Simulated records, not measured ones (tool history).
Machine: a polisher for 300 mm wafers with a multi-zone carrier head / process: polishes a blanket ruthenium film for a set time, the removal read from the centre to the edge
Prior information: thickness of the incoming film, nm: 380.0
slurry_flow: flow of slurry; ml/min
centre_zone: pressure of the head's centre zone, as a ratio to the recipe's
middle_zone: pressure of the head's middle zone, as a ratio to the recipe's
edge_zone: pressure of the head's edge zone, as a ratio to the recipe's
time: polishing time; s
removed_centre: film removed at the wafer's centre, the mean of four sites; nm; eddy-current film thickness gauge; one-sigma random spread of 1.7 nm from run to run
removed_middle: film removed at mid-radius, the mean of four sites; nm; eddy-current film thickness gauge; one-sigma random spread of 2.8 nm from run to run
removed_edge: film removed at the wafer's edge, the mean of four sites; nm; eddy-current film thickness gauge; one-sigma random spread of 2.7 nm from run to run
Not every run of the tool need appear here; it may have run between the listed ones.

| run | hour | slurry_flow | centre_zone | middle_zone | edge_zone | time | removed_centre | removed_middle | removed_edge |
|---|---|---|---|---|---|---|---|---|---|
| 1 | 0 | 175 | 1 | 1 | 1 | 77 | 150.29 | 148.71 | 158.26 |
| 2 | 8.6 | 185 | 1.01 | 1.05 | 1.03 | 81 | 160.06 | 168.16 | 169.12 |
| 3 | 14.7 | 145 | 1.01 | 1.05 | 1.03 | 81 | 150.16 | 161.03 | 165.25 |
| 4 | 20 | 145 | 1.01 | 1.05 | 0.98 | 81 | 155.41 | 161.09 | 161.5 |
| 5 | 28.1 | 145 | 1.01 | 1.05 | 0.94 | 81 | 152.33 | 157.84 | 160.29 |
| 6 | 29.7 | 145 | 1.01 | 1.05 | 1.01 | 81 | 153.78 | 159.48 | 160.83 |

Run 7 comes next. What will it give?
| 7 | 32.5 | 165 | 1.01 | 1.07 | 1.02 | 84 | ? | ? | ? |

Logged for run 7: removed_centre 162.24 nm, removed_middle 171.45 nm, removed_edge 171.7 nm.
